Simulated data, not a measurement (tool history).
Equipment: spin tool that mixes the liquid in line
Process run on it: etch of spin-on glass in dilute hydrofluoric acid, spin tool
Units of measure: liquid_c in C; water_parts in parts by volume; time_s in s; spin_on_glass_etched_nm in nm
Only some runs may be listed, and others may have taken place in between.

run	hour	liquid_c	water_parts	time_s	spin_on_glass_etched_nm
1	0.0	24.0	80	25	6.0031
2	6.6	25.0	75	25	6.7556
3	9.2	22.5	75	25	6.0843
4	9.9	22.5	65	25	7.1186
5	18.4	22.5	65	25	7.0955
6	20.4	22.5	65	25	7.0810
7	22.1	23.5	65	25	7.4146
8	30.7	23.5	65	25	7.3864
# hour 39.3: thermometer replaced
9	39.3	24.5	65	25	8.4317
10	45.9	24.5	65	25	8.4532
11	47.6	25.0	65	25	8.6384
12	53.5	25.5	65	25	8.7950
13	58.0	26.0	65	25	9.0452

Run 14 is up next; what results do you expect?
14	61.3	26.5	65	25	?

{"run 14": {"spin_on_glass_etched_nm": 9.165}}
